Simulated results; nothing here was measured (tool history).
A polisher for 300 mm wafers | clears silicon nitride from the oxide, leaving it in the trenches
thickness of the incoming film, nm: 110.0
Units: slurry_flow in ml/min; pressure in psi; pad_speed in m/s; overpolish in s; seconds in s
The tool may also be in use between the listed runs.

run 1 day=0.000 | slurry_flow=230 pressure=2.2 pad_speed=1.08 overpolish=43 | seconds=121.90
run 2 day=0.117 | slurry_flow=230 pressure=2.2 pad_speed=1.08 overpolish=43 | seconds=125.83
run 3 day=0.204 | slurry_flow=230 pressure=2.2 pad_speed=1.08 overpolish=46 | seconds=121.45
run 4 day=0.475 | slurry_flow=230 pressure=2.3 pad_speed=1.08 overpolish=46 | seconds=119.62
run 5 day=0.633 | slurry_flow=230 pressure=1.7 pad_speed=1.08 overpolish=46 | seconds=159.05
run 6 day=0.871 | slurry_flow=230 pressure=1.9 pad_speed=1.08 overpolish=46 | seconds=141.16
run 7 day=0.967 | slurry_flow=230 pressure=2.0 pad_speed=1.08 overpolish=46 | seconds=133.77
run 8 day=1.117 | slurry_flow=230 pressure=2.1 pad_speed=1.08 overpolish=46 | seconds=127.42
run 9 day=1.242 | slurry_flow=230 pressure=2.1 pad_speed=1.08 overpolish=46 | seconds=129.72
run 10 day=1.342 | slurry_flow=230 pressure=2.2 pad_speed=1.08 overpolish=46 | seconds=125.31
run 11 day=1.454 | slurry_flow=230 pressure=2.3 pad_speed=1.08 overpolish=46 | seconds=117.30
run 12 day=1.733 | slurry_flow=230 pressure=2.4 pad_speed=1.08 overpolish=46 | seconds=114.11

Run 13 comes next. What will it give?
run 13 day=2.038 | slurry_flow=230 pressure=2.5 pad_speed=1.08 overpolish=46 | seconds=?

seconds: 111.37 s
